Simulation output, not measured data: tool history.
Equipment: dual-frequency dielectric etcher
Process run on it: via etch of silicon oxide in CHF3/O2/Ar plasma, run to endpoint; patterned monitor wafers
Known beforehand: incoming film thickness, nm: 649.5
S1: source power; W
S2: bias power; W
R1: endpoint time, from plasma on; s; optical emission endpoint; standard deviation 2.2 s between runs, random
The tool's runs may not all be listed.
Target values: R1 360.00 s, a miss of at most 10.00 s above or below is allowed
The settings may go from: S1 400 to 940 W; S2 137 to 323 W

run  hour   S1   S2      R1
  1   0.0  670  230  274.77
  2   3.0  610  212  294.23
  3   6.6  560  200  315.85
  4  13.9  530  197  315.74
  5  15.5  500  188  331.50
  6  17.0  610  188  314.50
  7  20.2  470  144  389.16
  8  24.2  490  146  378.87
  9  30.2  500  147  379.27
 10  39.0  520  149  365.53

Which single option among these 5 for the next run brings every result within its allowed miss of target? Just one does.
  A  47.8  550  152   ?
  B  47.8  410  162   ?
  C  47.8  430  159   ?
  D  47.8  610  161   ?
  E  47.8  510  137   ?

move      R1
   A  360.08
   B  376.59
   C  375.77
   D  338.81
   E  389.87
A: all results land within tolerance of their targets
B: further off than the last run
C: further off than the last run
D: the result that was furthest off in the last run now lies on the other side of its target
E: further off than the last run
Go with A: it meets all targets.
